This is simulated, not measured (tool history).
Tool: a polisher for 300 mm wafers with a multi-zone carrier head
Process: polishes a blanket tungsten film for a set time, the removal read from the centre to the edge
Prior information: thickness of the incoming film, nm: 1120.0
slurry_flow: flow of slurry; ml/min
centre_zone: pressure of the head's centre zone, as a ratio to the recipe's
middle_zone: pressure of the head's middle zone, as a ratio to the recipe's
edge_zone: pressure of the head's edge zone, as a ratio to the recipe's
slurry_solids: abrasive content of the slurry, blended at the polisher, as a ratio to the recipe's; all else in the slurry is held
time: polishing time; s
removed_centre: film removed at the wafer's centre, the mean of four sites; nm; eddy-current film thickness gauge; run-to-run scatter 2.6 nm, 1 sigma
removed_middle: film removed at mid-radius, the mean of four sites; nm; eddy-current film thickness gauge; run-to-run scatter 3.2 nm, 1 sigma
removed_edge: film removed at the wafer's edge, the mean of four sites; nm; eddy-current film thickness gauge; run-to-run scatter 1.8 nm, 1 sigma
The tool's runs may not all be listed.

{"run": 1, "hour": 0.0, "slurry_flow": 255, "centre_zone": 1, "middle_zone": 1, "edge_zone": 1, "slurry_solids": 1, "time": 42, "removed_centre": 313.94, "removed_middle": 314.52, "removed_edge": 319.26}
{"run": 2, "hour": 8.7, "slurry_flow": 255, "centre_zone": 0.98, "middle_zone": 1.01, "edge_zone": 0.98, "slurry_solids": 0.9, "time": 41, "removed_centre": 286.57, "removed_middle": 302.33, "removed_edge": 297.74}
{"run": 3, "hour": 11.1, "slurry_flow": 215, "centre_zone": 0.98, "middle_zone": 1.01, "edge_zone": 0.98, "slurry_solids": 0.9, "time": 41, "removed_centre": 278.63, "removed_middle": 294.99, "removed_edge": 293.75}
{"run": 4, "hour": 15.6, "slurry_flow": 215, "centre_zone": 0.97, "middle_zone": 1.01, "edge_zone": 0.96, "slurry_solids": 0.85, "time": 40, "removed_centre": 265.88, "removed_middle": 277.46, "removed_edge": 271.46}
{"run": 5, "hour": 22.2, "slurry_flow": 215, "centre_zone": 0.97, "middle_zone": 1.01, "edge_zone": 0.96, "slurry_solids": 0.65, "time": 40, "removed_centre": 237.42, "removed_middle": 247.77, "removed_edge": 246.17}
{"run": 6, "hour": 23.3, "slurry_flow": 210, "centre_zone": 0.96, "middle_zone": 1.02, "edge_zone": 0.94, "slurry_solids": 0.65, "time": 40, "removed_centre": 239.25, "removed_middle": 251.21, "removed_edge": 242.65}
{"run": 7, "hour": 25.1, "slurry_flow": 205, "centre_zone": 0.94, "middle_zone": 1.02, "edge_zone": 0.93, "slurry_solids": 0.65, "time": 40, "removed_centre": 231.04, "removed_middle": 252.21, "removed_edge": 243.56}
{"run": 8, "hour": 25.8, "slurry_flow": 205, "centre_zone": 0.94, "middle_zone": 1.02, "edge_zone": 0.93, "slurry_solids": 0.65, "time": 40, "removed_centre": 230.58, "removed_middle": 251.29, "removed_edge": 239.06}
{"run": 9, "hour": 27.8, "slurry_flow": 200, "centre_zone": 0.93, "middle_zone": 1.02, "edge_zone": 0.92, "slurry_solids": 0.65, "time": 40, "removed_centre": 229.69, "removed_middle": 250.39, "removed_edge": 240.03}

The next listed run, before its measurement:
{"run": 10, "hour": 30.9, "slurry_flow": 195, "centre_zone": 0.92, "middle_zone": 1.02, "edge_zone": 0.91, "slurry_solids": 0.65, "time": 40, "removed_centre": "?", "removed_middle": "?", "removed_edge": "?"}

{"run 10": {"removed_centre": 227.65, "removed_middle": 253.8, "removed_edge": 239.35}}
